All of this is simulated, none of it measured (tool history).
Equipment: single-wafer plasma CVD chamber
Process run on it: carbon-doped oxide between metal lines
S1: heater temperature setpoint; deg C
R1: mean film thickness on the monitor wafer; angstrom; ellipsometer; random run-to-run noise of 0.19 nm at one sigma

Run 1, hour 0: S1 340 deg C, chamber pressure (Pa) 735, RF power (W) 435, deposition time (s) 9.2. Result: R1 451.01 angstrom.
Run 2, hour 0.7: S1 340 deg C, chamber pressure (Pa) 735, RF power (W) 375, deposition time (s) 9.2. Result: R1 417.86 angstrom.
Run 3, hour 7.6: S1 340 deg C, chamber pressure (Pa) 669, RF power (W) 375, deposition time (s) 9.2. Result: R1 414.38 angstrom.
Run 4, hour 10.9: S1 339 deg C, chamber pressure (Pa) 679, RF power (W) 375, deposition time (s) 9.2. Result: R1 416.64 angstrom.
Run 5, hour 19.7: S1 338 deg C, chamber pressure (Pa) 685, RF power (W) 375, deposition time (s) 9.2. Result: R1 417.54 angstrom.
Run 6, hour 22.3: S1 337 deg C, chamber pressure (Pa) 693, RF power (W) 375, deposition time (s) 9.2. Result: R1 420.73 angstrom.

For run 7, what comes out?
Run 7, hour 27.1: S1 336 deg C, chamber pressure (Pa) 697, RF power (W) 375, deposition time (s) 9.2. Result: R1 ?.

Run 7 came out at R1 419.78 angstrom.
